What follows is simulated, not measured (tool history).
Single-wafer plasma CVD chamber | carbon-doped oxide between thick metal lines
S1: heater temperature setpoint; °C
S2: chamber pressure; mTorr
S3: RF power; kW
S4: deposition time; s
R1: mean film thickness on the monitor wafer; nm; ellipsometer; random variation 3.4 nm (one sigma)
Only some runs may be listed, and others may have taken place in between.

| run | day | S1 | S2 | S3 | S4 | R1 |
|---|---|---|---|---|---|---|
| 1 | 0.000 | 340 | 4870 | 0.575 | 245 | 1348.1 |
| 2 | 0.317 | 340 | 4360 | 0.575 | 245 | 1332.9 |
| 3 | 0.483 | 343 | 4170 | 0.570 | 245 | 1315.2 |
| 4 | 0.854 | 343 | 3680 | 0.570 | 245 | 1295.9 |
| 5 | 1.217 | 343 | 3680 | 0.570 | 245 | 1295.8 |
| 6 | 1.308 | 343 | 3680 | 0.570 | 253 | 1337.3 |

Run 7 comes next. What will it give?
|  | 1.525 | RF generator calibrated |
| 7 | 1.525 | 345 | 3550 | 0.565 | 253 | ? |

Run 7 produced R1 1368.0 nm.
